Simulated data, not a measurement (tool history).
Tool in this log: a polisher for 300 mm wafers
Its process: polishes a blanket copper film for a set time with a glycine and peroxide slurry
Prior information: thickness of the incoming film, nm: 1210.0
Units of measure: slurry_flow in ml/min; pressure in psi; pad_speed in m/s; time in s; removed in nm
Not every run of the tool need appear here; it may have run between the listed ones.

run 1 hour=0.0 | slurry_flow=260 pressure=1.6 pad_speed=0.92 time=35 | removed=102.25
run 2 hour=3.6 | slurry_flow=265 pressure=1.9 pad_speed=0.92 time=35 | removed=116.60
run 3 hour=4.3 | slurry_flow=265 pressure=1.9 pad_speed=0.92 time=32 | removed=105.54
run 4 hour=8.4 | slurry_flow=265 pressure=1.9 pad_speed=1.04 time=32 | removed=115.09
run 5 hour=11.5 | slurry_flow=265 pressure=1.7 pad_speed=1.04 time=32 | removed=105.25
run 6 hour=12.0 | slurry_flow=265 pressure=1.7 pad_speed=1.04 time=32 | removed=105.65
run 7 hour=14.9 | slurry_flow=290 pressure=2.2 pad_speed=1.06 time=32 | removed=131.36
run 8 hour=16.3 | slurry_flow=290 pressure=2.3 pad_speed=1.08 time=32 | removed=137.61
run 9 hour=19.4 | slurry_flow=290 pressure=2.4 pad_speed=1.10 time=32 | removed=145.77

Run 10 has not been measured yet. What should we expect?
run 10 hour=20.7 | slurry_flow=290 pressure=2.5 pad_speed=1.10 time=32 | removed=?

removed: 146.93 nm

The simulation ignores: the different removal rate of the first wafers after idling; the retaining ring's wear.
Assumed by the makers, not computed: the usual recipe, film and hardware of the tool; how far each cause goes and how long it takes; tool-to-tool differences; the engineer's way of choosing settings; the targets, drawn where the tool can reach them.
